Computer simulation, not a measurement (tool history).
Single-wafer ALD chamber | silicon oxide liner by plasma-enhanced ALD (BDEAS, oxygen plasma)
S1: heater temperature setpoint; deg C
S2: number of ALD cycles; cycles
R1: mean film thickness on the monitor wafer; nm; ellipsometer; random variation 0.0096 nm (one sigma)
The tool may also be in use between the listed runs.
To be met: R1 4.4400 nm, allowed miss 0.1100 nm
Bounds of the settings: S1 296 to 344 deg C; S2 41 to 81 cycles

{"run": 1, "day": 0.0, "S1": 320, "S2": 61, "R1": 5.6367}
{"run": 2, "day": 0.354, "S1": 320, "S2": 65, "R1": 5.9949}
{"run": 3, "day": 0.425, "S1": 321, "S2": 60, "R1": 5.5202}
{"run": 4, "day": 0.504, "S1": 321, "S2": 67, "R1": 6.1839}
{"run": 5, "day": 0.588, "S1": 321, "S2": 75, "R1": 6.9117}
{"run": 6, "day": 0.938, "S1": 322, "S2": 66, "R1": 6.0568}
{"run": 7, "day": 1.067, "S1": 325, "S2": 56, "R1": 5.1229}
{"run": 8, "day": 1.25, "S1": 326, "S2": 54, "R1": 4.9468}
{"run": 9, "day": 1.554, "S1": 327, "S2": 52, "R1": 4.7646}
{"run": 10, "day": 1.85, "S1": 328, "S2": 51, "R1": 4.6584}
{"run": 11, "day": 1.925, "S1": 329, "S2": 50, "R1": 4.5584}

Which of these 4 next moves meets every target?
{"run": "A", "day": 2.0, "S1": 331, "S2": 53, "R1": "?"}
{"run": "B", "day": 2.0, "S1": 329, "S2": 51, "R1": "?"}
{"run": "C", "day": 2.0, "S1": 335, "S2": 49, "R1": "?"}
{"run": "D", "day": 2.0, "S1": 327, "S2": 53, "R1": "?"}

move=A R1=4.8027
move=B R1=4.6369
move=C R1=4.4106
move=D R1=4.8348
A: further off than the last run
B: further off than the last run
C: meets every target
D: further off than the last run
Answer: C
